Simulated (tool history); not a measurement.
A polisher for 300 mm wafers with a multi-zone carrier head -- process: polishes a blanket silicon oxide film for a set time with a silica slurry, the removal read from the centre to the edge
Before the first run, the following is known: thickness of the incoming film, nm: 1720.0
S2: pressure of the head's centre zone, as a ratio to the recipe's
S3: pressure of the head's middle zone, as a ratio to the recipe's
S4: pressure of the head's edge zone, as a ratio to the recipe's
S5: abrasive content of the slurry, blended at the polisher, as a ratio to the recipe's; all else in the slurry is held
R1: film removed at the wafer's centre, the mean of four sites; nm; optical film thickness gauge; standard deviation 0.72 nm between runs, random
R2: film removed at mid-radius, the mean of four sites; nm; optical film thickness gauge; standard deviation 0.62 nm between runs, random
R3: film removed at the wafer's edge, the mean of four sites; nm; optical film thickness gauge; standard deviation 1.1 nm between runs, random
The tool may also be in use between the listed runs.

run 1 hour=0.0 | flow_of_slurry_(ml/min)=275 S2=1.00 S3=1.00 S4=1.00 S5=1.0 polishing_time_(s)=55 | R1=113.710 R2=114.03 R3=112.79
run 2 hour=3.9 | flow_of_slurry_(ml/min)=275 S2=1.00 S3=1.00 S4=1.00 S5=1.0 polishing_time_(s)=50 | R1=101.930 R2=103.24 R3=102.04
run 3 hour=10.8 | flow_of_slurry_(ml/min)=275 S2=1.06 S3=1.00 S4=1.00 S5=1.0 polishing_time_(s)=50 | R1=109.120 R2=105.06 R3=101.64
run 4 hour=12.4 | flow_of_slurry_(ml/min)=330 S2=1.06 S3=1.00 S4=1.00 S5=1.0 polishing_time_(s)=50 | R1=110.480 R2=105.37 R3=103.78
run 5 hour=21.1 | flow_of_slurry_(ml/min)=325 S2=1.04 S3=1.00 S4=1.00 S5=1.0 polishing_time_(s)=50 | R1=107.950 R2=105.99 R3=104.56
run 6 hour=29.4 | flow_of_slurry_(ml/min)=320 S2=1.03 S3=1.00 S4=1.00 S5=1.0 polishing_time_(s)=50 | R1=108.150 R2=106.95 R3=105.44
run 7 hour=34.4 | flow_of_slurry_(ml/min)=310 S2=1.02 S3=1.00 S4=1.00 S5=1.0 polishing_time_(s)=50 | R1=105.630 R2=105.38 R3=104.22
run 8 hour=42.3 | flow_of_slurry_(ml/min)=305 S2=1.01 S3=1.00 S4=1.00 S5=1.0 polishing_time_(s)=50 | R1=104.600 R2=105.12 R3=103.83
run 9 hour=47.2 | flow_of_slurry_(ml/min)=300 S2=1.00 S3=1.00 S4=1.00 S5=1.0 polishing_time_(s)=50 | R1=104.690 R2=104.81 R3=101.74
run 10 hour=56.3 | flow_of_slurry_(ml/min)=295 S2=0.99 S3=1.00 S4=1.02 S5=1.0 polishing_time_(s)=50 | R1=102.170 R2=103.94 R3=102.48
run 11 hour=57.7 | flow_of_slurry_(ml/min)=295 S2=0.98 S3=1.00 S4=1.02 S5=1.0 polishing_time_(s)=50 | R1=100.870 R2=104.43 R3=103.60
run 12 hour=64.3 | flow_of_slurry_(ml/min)=290 S2=0.97 S3=1.00 S4=1.02 S5=1.0 polishing_time_(s)=50 | R1=99.780 R2=104.49 R3=103.21
run 13 hour=66.3 | flow_of_slurry_(ml/min)=285 S2=0.97 S3=1.00 S4=1.02 S5=1.0 polishing_time_(s)=50 | R1=100.150 R2=104.81 R3=104.97

For run 14, what comes out?
run 14 hour=71.8 | flow_of_slurry_(ml/min)=280 S2=0.97 S3=1.00 S4=1.02 S5=1.0 polishing_time_(s)=50 | R1=? R2=? R3=?

{"run 14": {"R1": 99.931, "R2": 104.21, "R3": 101.86}}

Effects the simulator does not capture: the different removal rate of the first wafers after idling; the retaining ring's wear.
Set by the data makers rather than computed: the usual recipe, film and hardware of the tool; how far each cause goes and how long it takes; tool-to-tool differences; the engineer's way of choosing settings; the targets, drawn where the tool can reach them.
